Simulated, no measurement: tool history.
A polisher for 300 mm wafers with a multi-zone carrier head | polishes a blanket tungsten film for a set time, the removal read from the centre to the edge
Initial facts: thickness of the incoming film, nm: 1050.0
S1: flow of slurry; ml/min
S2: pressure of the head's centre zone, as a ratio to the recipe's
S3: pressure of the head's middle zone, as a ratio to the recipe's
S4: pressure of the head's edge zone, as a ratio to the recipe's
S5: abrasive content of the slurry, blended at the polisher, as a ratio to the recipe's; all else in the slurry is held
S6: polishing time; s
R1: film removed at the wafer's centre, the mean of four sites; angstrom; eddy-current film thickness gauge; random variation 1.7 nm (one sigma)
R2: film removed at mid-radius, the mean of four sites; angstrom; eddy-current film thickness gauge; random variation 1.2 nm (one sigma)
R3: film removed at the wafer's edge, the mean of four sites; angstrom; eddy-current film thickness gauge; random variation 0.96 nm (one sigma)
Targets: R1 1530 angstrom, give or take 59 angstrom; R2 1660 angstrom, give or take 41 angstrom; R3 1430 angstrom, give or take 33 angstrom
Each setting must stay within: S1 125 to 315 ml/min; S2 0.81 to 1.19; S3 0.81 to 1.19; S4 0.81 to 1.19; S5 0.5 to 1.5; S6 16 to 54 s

run	day	S1	S2	S3	S4	S5	S6	R1	R2	R3
1	0	205	1	1	1	1	35	2110.8	2089.9	2083.4
2	0.071	205	0.99	1.02	0.95	0.85	33	1847.7	1866.8	1811.6
3	0.121	200	0.99	1.05	0.91	0.75	33	1763	1821.8	1688.5
4	0.221	190	0.98	1.06	0.88	0.7	33	1711.9	1804.3	1593
5	0.333	190	1.04	1.06	0.88	0.7	33	1786.6	1802.8	1607
6	0.617	190	1.04	1.01	0.88	0.7	33	1800.4	1704.7	1612.3
7	0.667	175	1.01	1.02	0.86	0.7	33	1714.7	1693.1	1555.8
8	0.717	165	0.99	1.03	0.85	0.7	33	1729	1726.3	1559.9
9	0.979	175	0.91	1.07	0.82	0.5	31	1255.1	1425.1	1239.9
10	1.112	190	0.95	1.09	0.85	0.5	31	1327	1479.4	1261.8
11	1.471	190	0.98	1.11	0.9	0.5	31	1357.2	1509.3	1311.8
12	1.504	210	1	1.12	0.92	0.5	31	1381.7	1521.6	1326.3
13	1.829	210	1.02	1.14	0.94	0.5	31	1418	1559.8	1321.2
14	1.95	220	1.03	1.14	0.96	0.5	31	1465.4	1561.8	1348.9
15	2.167	230	1.03	1.15	0.98	0.5	31	1462.5	1572.3	1380.6
16	2.196	275	1.05	1.19	0.99	0.55	31	1572.4	1719.5	1472.5
17	2.5	265	1.05	1.19	0.99	0.55	31	1589.9	1727	1449.5
18	2.575	260	1.04	1.18	0.99	0.55	31	1601.9	1716.5	1455.3

Of the 5 settings listed for the next run, only one would bring every result within its allowed miss of target. Which one?
A	2.65	295	1.11	1.14	0.82	0.7	30	?	?	?
B	2.65	315	1	1.14	0.86	0.65	30	?	?	?
C	2.65	240	0.98	1.19	0.88	0.5	34	?	?	?
D	2.65	245	1.04	1.18	0.89	0.5	32	?	?	?
E	2.65	275	1.01	1.14	0.94	0.6	30	?	?	?

move	R1	R2	R3
A	1772.7	1787.9	1443.1
B	1557.6	1743.9	1435.2
C	1493.4	1774.2	1428.2
D	1494.4	1660	1353.1
E	1502.1	1666.7	1432.7
A: misses by more than the last run did
B: misses by more than the last run did
C: misses by more than the last run did
D: corrects the largest miss of the last run, while another result sits out of spec
E: every result lands within tolerance
E is the move that brings every result within its allowed miss.
